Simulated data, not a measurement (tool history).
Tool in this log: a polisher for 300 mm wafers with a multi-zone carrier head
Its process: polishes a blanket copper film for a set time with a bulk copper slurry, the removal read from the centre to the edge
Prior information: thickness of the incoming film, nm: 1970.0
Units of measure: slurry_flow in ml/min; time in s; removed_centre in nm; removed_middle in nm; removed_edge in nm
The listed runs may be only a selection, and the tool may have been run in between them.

{"run": 1, "hour": 0.0, "slurry_flow": 145, "centre_zone": 1.0, "middle_zone": 1.0, "edge_zone": 1.0, "slurry_solids": 1.0, "time": 83, "removed_centre": 760.22, "removed_middle": 762.11, "removed_edge": 759.37}
{"run": 2, "hour": 1.5, "slurry_flow": 145, "centre_zone": 1.0, "middle_zone": 1.0, "edge_zone": 1.0, "slurry_solids": 1.0, "time": 64, "removed_centre": 588.79, "removed_middle": 588.0, "removed_edge": 580.09}
{"run": 3, "hour": 8.8, "slurry_flow": 150, "centre_zone": 1.0, "middle_zone": 1.01, "edge_zone": 1.01, "slurry_solids": 1.0, "time": 64, "removed_centre": 588.74, "removed_middle": 597.97, "removed_edge": 588.57}
{"run": 4, "hour": 14.9, "slurry_flow": 150, "centre_zone": 1.0, "middle_zone": 1.01, "edge_zone": 1.01, "slurry_solids": 1.1, "time": 64, "removed_centre": 594.15, "removed_middle": 599.61, "removed_edge": 594.01}
{"run": 5, "hour": 18.6, "slurry_flow": 150, "centre_zone": 0.93, "middle_zone": 1.01, "edge_zone": 1.01, "slurry_solids": 1.1, "time": 64, "removed_centre": 558.62, "removed_middle": 601.23, "removed_edge": 584.58}
{"run": 6, "hour": 19.5, "slurry_flow": 150, "centre_zone": 0.93, "middle_zone": 1.01, "edge_zone": 1.01, "slurry_solids": 1.1, "time": 84, "removed_centre": 737.13, "removed_middle": 808.34, "removed_edge": 786.12}
{"run": 7, "hour": 27.9, "slurry_flow": 145, "centre_zone": 0.92, "middle_zone": 1.0, "edge_zone": 0.98, "slurry_solids": 1.05, "time": 84, "removed_centre": 718.39, "removed_middle": 769.37, "removed_edge": 755.74}

Run 8 has not been measured yet. What should we expect?
{"run": 8, "hour": 36.8, "slurry_flow": 140, "centre_zone": 0.91, "middle_zone": 1.0, "edge_zone": 0.95, "slurry_solids": 1.05, "time": 84, "removed_centre": "?", "removed_middle": "?", "removed_edge": "?"}

removed_centre: 708.93 nm
removed_middle: 769.28 nm
removed_edge: 729.36 nm

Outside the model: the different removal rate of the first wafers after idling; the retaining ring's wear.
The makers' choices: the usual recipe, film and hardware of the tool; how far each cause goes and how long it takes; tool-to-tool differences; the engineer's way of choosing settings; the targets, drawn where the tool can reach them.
